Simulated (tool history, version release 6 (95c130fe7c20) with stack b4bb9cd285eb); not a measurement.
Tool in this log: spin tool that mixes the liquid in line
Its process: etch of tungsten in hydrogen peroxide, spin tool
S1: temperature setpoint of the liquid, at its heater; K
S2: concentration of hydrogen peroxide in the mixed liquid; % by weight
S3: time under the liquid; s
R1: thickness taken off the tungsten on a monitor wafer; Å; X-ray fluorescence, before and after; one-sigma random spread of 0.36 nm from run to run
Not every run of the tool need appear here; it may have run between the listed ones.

run 1 hour=0 | S1=324.15 S2=18 S3=95 | R1=776.91
run 2 hour=8.4 | S1=323.15 S2=18 S3=95 | R1=732.68
run 3 hour=13.6 | S1=322.15 S2=18 S3=95 | R1=693.22
run 4 hour=19.8 | S1=321.15 S2=18 S3=95 | R1=650.33
run 5 hour=25.8 | S1=321.15 S2=16 S3=95 | R1=608.98
run 6 hour=30.6 | S1=321.15 S2=16 S3=100 | R1=651.89
-- hour=31.3 thermometer replaced
run 7 hour=31.3 | S1=320.65 S2=16 S3=100 | R1=703.07
run 8 hour=38.7 | S1=319.65 S2=16 S3=100 | R1=650.94
run 9 hour=42.2 | S1=318.65 S2=16 S3=100 | R1=610.32
run 10 hour=43.7 | S1=318.15 S2=16 S3=100 | R1=588.11

Expected results for the next run?
run 11 hour=50.5 | S1=317.65 S2=16 S3=100 | R1=?

{"run 11": {"R1": 580.14}}

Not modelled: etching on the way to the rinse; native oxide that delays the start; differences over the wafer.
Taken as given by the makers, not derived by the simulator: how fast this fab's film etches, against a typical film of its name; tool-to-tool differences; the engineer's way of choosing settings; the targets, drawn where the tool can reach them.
